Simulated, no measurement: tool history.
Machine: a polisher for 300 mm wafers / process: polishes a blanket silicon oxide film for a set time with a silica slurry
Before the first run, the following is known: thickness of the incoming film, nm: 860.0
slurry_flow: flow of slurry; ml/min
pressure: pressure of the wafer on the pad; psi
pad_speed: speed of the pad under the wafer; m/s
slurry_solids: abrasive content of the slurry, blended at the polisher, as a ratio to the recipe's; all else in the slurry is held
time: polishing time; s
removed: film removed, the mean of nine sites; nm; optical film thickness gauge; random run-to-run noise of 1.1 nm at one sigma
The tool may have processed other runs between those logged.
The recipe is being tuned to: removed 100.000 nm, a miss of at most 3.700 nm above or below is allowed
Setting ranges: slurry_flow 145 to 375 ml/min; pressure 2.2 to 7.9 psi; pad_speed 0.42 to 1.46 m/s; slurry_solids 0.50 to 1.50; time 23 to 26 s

| run | hour | slurry_flow | pressure | pad_speed | slurry_solids | time | removed |
|---|---|---|---|---|---|---|---|
| 1 | 0.0 | 240 | 5.0 | 0.94 | 1.00 | 26 | 64.497 |
| 2 | 7.1 | 285 | 5.0 | 0.94 | 1.00 | 26 | 68.021 |
| 3 | 9.5 | 285 | 5.0 | 0.76 | 1.00 | 26 | 60.086 |
| 4 | 11.3 | 300 | 5.7 | 0.76 | 1.00 | 26 | 69.702 |
| 5 | 14.8 | 300 | 5.7 | 0.76 | 0.80 | 26 | 60.601 |
| 6 | 19.8 | 310 | 6.4 | 0.78 | 0.80 | 26 | 70.311 |
| 7 | 26.7 | 315 | 6.9 | 0.80 | 0.80 | 26 | 76.069 |
| 8 | 29.5 | 320 | 7.2 | 0.84 | 0.80 | 26 | 82.710 |
| 9 | 32.2 | 320 | 7.4 | 0.88 | 0.80 | 26 | 85.457 |
| 10 | 33.7 | 320 | 7.6 | 0.92 | 0.80 | 26 | 88.906 |
| 11 | 42.6 | 325 | 7.7 | 0.96 | 0.80 | 26 | 91.916 |
| 12 | 44.6 | 325 | 7.7 | 0.96 | 0.80 | 26 | 93.242 |
| 13 | 53.5 | 325 | 7.8 | 0.98 | 0.80 | 26 | 94.327 |

4 candidate next runs follow, results not yet known. Just one meets every target within its allowed miss. Identify it.
| A | 62.4 | 310 | 7.8 | 1.20 | 0.80 | 23 | ? |
| B | 62.4 | 295 | 7.5 | 1.02 | 0.80 | 25 | ? |
| C | 62.4 | 360 | 7.9 | 1.12 | 0.85 | 24 | ? |
| D | 62.4 | 360 | 7.9 | 0.84 | 0.85 | 26 | ? |

| move | removed |
|---|---|
| A | 92.376 |
| B | 87.812 |
| C | 98.432 |
| D | 91.379 |
A: further off than the last run
B: further off than the last run
C: each result inside its tolerance
D: further off than the last run
Correct choice: C, which meets every target
